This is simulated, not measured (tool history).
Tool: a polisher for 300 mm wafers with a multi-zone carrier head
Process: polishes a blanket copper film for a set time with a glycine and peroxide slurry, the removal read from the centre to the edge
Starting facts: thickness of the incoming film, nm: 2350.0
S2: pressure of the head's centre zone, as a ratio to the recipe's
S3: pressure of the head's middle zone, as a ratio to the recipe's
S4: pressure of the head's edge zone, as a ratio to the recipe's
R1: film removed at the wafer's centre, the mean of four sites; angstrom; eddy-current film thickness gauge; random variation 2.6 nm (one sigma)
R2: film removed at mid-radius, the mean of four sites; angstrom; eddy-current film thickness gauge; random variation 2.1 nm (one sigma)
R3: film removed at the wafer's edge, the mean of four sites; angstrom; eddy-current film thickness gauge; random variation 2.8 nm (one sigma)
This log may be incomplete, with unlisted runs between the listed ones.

{"run": 1, "hour": 0.0, "flow of slurry (ml/min)": 125, "S2": 1, "S3": 1, "S4": 1, "polishing time (s)": 65, "R1": 3035.1, "R2": 3123.5, "R3": 3120}
{"run": 2, "hour": 7.0, "flow of slurry (ml/min)": 115, "S2": 0.97, "S3": 0.99, "S4": 0.98, "polishing time (s)": 64, "R1": 2793.2, "R2": 2932.5, "R3": 2943}
{"run": 3, "hour": 15.1, "flow of slurry (ml/min)": 115, "S2": 0.97, "S3": 0.99, "S4": 1.07, "polishing time (s)": 64, "R1": 2766.8, "R2": 2966.3, "R3": 3155.2}
{"run": 4, "hour": 16.2, "flow of slurry (ml/min)": 115, "S2": 0.97, "S3": 0.99, "S4": 1.07, "polishing time (s)": 50, "R1": 2209.8, "R2": 2302.8, "R3": 2484.9}
{"run": 5, "hour": 23.1, "flow of slurry (ml/min)": 125, "S2": 0.96, "S3": 1, "S4": 1.08, "polishing time (s)": 50, "R1": 2197.3, "R2": 2368.5, "R3": 2531.5}
{"run": 6, "hour": 27.9, "flow of slurry (ml/min)": 140, "S2": 0.96, "S3": 1, "S4": 1.08, "polishing time (s)": 50, "R1": 2344.6, "R2": 2435, "R3": 2594.6}

Run 7 comes next. What will it give?
{"run": 7, "hour": 30.4, "flow of slurry (ml/min)": 145, "S2": 0.95, "S3": 1.01, "S4": 1.09, "polishing time (s)": 50, "R1": "?", "R2": "?", "R3": "?"}

R1: 2305.5 angstrom
R2: 2513.8 angstrom
R3: 2621.1 angstrom

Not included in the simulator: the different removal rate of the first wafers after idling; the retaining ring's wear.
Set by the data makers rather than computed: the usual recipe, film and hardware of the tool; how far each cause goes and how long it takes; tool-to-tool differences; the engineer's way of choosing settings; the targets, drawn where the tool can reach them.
